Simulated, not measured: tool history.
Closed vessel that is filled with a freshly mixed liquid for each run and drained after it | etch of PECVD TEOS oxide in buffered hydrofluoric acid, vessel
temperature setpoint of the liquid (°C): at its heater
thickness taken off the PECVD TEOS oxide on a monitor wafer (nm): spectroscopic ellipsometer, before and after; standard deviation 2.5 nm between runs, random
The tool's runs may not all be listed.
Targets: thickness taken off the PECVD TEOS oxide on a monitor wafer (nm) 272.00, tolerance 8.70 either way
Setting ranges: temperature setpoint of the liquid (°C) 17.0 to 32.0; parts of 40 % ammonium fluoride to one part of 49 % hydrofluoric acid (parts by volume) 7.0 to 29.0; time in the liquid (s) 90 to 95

run	hour	temperature setpoint of the liquid (°C)	parts of 40 % ammonium fluoride to one part of 49 % hydrofluoric acid (parts by volume)	time in the liquid (s)	thickness taken off the PECVD TEOS oxide on a monitor wafer (nm)
1	0.0	25.0	18.0	90	116.63
2	1.9	27.0	15.5	90	152.00
3	6.7	28.5	14.0	90	184.16
4	12.4	29.5	13.0	90	207.49
5	17.1	29.5	13.0	90	205.91
6	26.0	32.0	13.0	90	236.65
7	31.2	32.0	10.0	90	305.61
8	40.1	31.5	10.0	90	298.50
9	47.6	31.0	10.0	90	287.19
10	52.9	30.5	10.0	90	279.20

Below are 4 possible settings for the next run. Only one of them brings all results inside the allowed miss of their targets. Which is it?
A	58.2	31.0	10.0	90	?
B	58.2	29.5	9.5	95	?
C	58.2	25.0	7.5	95	?
D	58.2	28.5	9.0	90	?

move	thickness taken off the PECVD TEOS oxide on a monitor wafer (nm)
A	286.05
B	288.28
C	285.79
D	268.01
A: its largest miss is bigger than the last run's
B: its largest miss is bigger than the last run's
C: its largest miss is bigger than the last run's
D: every result lands within tolerance
D meets every target.
